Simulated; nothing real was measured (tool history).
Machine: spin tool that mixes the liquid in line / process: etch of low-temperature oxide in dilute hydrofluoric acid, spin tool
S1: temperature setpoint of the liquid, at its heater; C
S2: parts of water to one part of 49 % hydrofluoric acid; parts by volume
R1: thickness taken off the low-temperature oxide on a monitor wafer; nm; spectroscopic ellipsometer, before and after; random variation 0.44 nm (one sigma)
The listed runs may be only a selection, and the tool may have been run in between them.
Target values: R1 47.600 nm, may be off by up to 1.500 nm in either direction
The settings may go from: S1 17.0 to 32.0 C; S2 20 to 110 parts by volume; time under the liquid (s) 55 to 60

{"run": 1, "day": 0.0, "S1": 24.0, "S2": 60, "time under the liquid (s)": 55, "R1": 26.259}
{"run": 2, "day": 0.062, "S1": 24.0, "S2": 75, "time under the liquid (s)": 55, "R1": 20.678}
{"run": 3, "day": 0.125, "S1": 27.0, "S2": 75, "time under the liquid (s)": 55, "R1": 23.333}
{"run": 4, "day": 0.254, "S1": 27.0, "S2": 65, "time under the liquid (s)": 55, "R1": 27.103}
{"run": 5, "day": 0.367, "S1": 29.0, "S2": 65, "time under the liquid (s)": 55, "R1": 29.704}
{"run": 6, "day": 0.592, "S1": 30.0, "S2": 60, "time under the liquid (s)": 55, "R1": 33.525}
{"run": 7, "day": 0.95, "S1": 30.5, "S2": 55, "time under the liquid (s)": 55, "R1": 37.96}
{"run": 8, "day": 1.067, "S1": 31.0, "S2": 50, "time under the liquid (s)": 55, "R1": 42.354}
{"run": 9, "day": 1.217, "S1": 31.5, "S2": 50, "time under the liquid (s)": 55, "R1": 44.06}
{"run": 10, "day": 1.325, "S1": 32.0, "S2": 45, "time under the liquid (s)": 55, "R1": 49.002}

4 next moves are on the table. One of them brings every result within its allowed miss. Which?
{"run": "A", "day": 1.433, "S1": 29.5, "S2": 40, "time under the liquid (s)": 55, "R1": "?"}
{"run": "B", "day": 1.433, "S1": 32.0, "S2": 50, "time under the liquid (s)": 60, "R1": "?"}
{"run": "C", "day": 1.433, "S1": 31.0, "S2": 45, "time under the liquid (s)": 60, "R1": "?"}
{"run": "D", "day": 1.433, "S1": 30.5, "S2": 40, "time under the liquid (s)": 55, "R1": "?"}

move=A R1=50.757
move=B R1=48.093
move=C R1=51.813
move=D R1=52.809
A: its largest miss is bigger than the last run's
B: all results in spec
C: its largest miss is bigger than the last run's
D: its largest miss is bigger than the last run's
The right move is B.
